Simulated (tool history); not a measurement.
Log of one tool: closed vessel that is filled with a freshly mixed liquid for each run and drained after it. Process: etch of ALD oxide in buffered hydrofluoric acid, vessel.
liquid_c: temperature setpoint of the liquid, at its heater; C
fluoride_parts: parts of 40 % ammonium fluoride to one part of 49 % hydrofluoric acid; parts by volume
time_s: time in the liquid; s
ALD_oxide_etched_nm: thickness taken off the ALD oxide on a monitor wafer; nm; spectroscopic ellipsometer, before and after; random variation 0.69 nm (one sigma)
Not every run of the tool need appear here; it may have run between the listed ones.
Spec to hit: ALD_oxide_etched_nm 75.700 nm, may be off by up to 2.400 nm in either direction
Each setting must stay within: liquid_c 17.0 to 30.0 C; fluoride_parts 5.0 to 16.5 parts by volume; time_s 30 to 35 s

run	day	liquid_c	fluoride_parts	time_s	ALD_oxide_etched_nm
1	0.000	22.0	10.0	35	58.729
2	0.254	25.5	10.0	35	70.391
3	0.562	26.0	10.0	35	72.455
4	0.612	26.0	7.5	35	92.723
5	0.717	25.0	7.5	35	88.672
6	1.075	24.0	7.5	35	83.999
7	1.362	23.5	7.5	35	82.154
8	1.483	23.0	7.5	35	80.435

Of the 4 settings listed for the next run, only one would bring every result within its allowed miss of target. Which one?
A	1.604	22.0	7.5	35	?
B	1.604	22.0	8.0	35	?
C	1.604	23.5	7.5	30	?
D	1.604	22.5	7.0	30	?

move	ALD_oxide_etched_nm
A	75.828
B	70.715
C	70.576
D	71.976
A: every result within its allowed miss
B: takes the result that was furthest off past its target
C: takes the result that was furthest off past its target
D: takes the result that was furthest off past its target
The move that meets every target is A.
